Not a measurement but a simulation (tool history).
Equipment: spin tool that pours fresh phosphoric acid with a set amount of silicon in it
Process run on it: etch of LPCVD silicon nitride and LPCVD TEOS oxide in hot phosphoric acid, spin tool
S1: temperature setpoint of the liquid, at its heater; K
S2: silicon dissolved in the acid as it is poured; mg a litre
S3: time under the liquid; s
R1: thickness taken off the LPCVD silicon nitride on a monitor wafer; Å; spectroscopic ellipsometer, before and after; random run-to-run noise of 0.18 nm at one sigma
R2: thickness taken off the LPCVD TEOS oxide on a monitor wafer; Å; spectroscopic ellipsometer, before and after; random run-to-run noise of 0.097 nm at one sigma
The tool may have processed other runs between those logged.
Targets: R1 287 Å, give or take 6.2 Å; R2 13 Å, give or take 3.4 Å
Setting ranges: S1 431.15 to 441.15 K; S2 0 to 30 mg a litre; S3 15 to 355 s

run 1 hour=0 | S1=436.15 S2=13 S3=180 | R1=147.75 R2=4.6095
run 2 hour=7.9 | S1=437.15 S2=11.5 S3=200 | R1=171.24 R2=5.6153
run 3 hour=10 | S1=436.15 S2=11.5 S3=200 | R1=165.63 R2=5.8581
run 4 hour=17 | S1=437.15 S2=10 S3=215 | R1=182.91 R2=6.2303
run 5 hour=23.7 | S1=437.15 S2=7 S3=215 | R1=183.08 R2=7.3502
run 6 hour=29.7 | S1=437.15 S2=11.5 S3=215 | R1=182.38 R2=6.9747
run 7 hour=36.7 | S1=437.15 S2=13 S3=235 | R1=200.39 R2=7.4901
run 8 hour=45.3 | S1=437.65 S2=13 S3=245 | R1=211.55 R2=7.1552
run 9 hour=53.8 | S1=438.15 S2=11 S3=255 | R1=223.25 R2=7.5493
run 10 hour=57.7 | S1=438.15 S2=9 S3=265 | R1=232.65 R2=9.841
run 11 hour=58.5 | S1=438.65 S2=9 S3=275 | R1=247.52 R2=9.6249
run 12 hour=66 | S1=438.65 S2=8 S3=280 | R1=249.85 R2=9.607
run 13 hour=72.8 | S1=438.65 S2=7 S3=285 | R1=256.5 R2=9.5413

Which of these 5 next moves meets every target?
run A hour=79.6 | S1=438.65 S2=4 S3=340 | R1=? R2=?
run B hour=79.6 | S1=439.65 S2=0 S3=325 | R1=? R2=?
run C hour=79.6 | S1=441.15 S2=8.5 S3=310 | R1=? R2=?
run D hour=79.6 | S1=440.15 S2=4.5 S3=260 | R1=? R2=?
run E hour=79.6 | S1=437.15 S2=0 S3=335 | R1=? R2=?

move=A R1=307.34 R2=13.095
move=B R1=303.54 R2=14.508
move=C R1=303.98 R2=13.028
move=D R1=246.81 R2=11.047
move=E R1=288.25 R2=12.481
A: takes the result that was furthest off past its target
B: takes the result that was furthest off past its target
C: takes the result that was furthest off past its target
D: misses by more than the last run did
E: meets every target
Move E is the one to make.

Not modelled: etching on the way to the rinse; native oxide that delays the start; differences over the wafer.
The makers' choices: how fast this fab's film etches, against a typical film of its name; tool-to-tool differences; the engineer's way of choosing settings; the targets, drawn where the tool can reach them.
